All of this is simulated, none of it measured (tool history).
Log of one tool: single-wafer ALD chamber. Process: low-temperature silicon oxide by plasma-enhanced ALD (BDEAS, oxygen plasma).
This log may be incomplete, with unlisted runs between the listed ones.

| run | day | heater temperature setpoint (K) | number of ALD cycles (cycles) | mean film thickness on the monitor wafer (nm) |
|---|---|---|---|---|
| 1 | 0.000 | 368.15 | 62 | 9.4367 |
| 2 | 0.079 | 368.15 | 66 | 10.1850 |
| 3 | 0.208 | 370.15 | 64 | 9.7829 |
| 4 | 0.529 | 375.15 | 64 | 9.6347 |
| 5 | 0.588 | 376.15 | 63 | 9.4518 |
| 6 | 0.958 | 384.15 | 63 | 9.3021 |
| 7 | 1.154 | 384.15 | 62 | 9.2258 |
| 8 | 1.529 | 384.15 | 61 | 8.9491 |
| 9 | 1.875 | 384.15 | 60 | 8.8013 |
| 10 | 2.008 | 384.15 | 59 | 8.7585 |
| 11 | 2.079 | 384.15 | 58 | 8.5336 |
| 12 | 2.300 | 384.15 | 57 | 8.3418 |
| 13 | 2.400 | 384.15 | 57 | 8.3937 |

Estimate the outcome of run 14 from the log above:
| 14 | 2.550 | 384.15 | 56 | ? |

{"run 14": {"mean film thickness on the monitor wafer (nm)": 8.2945}}
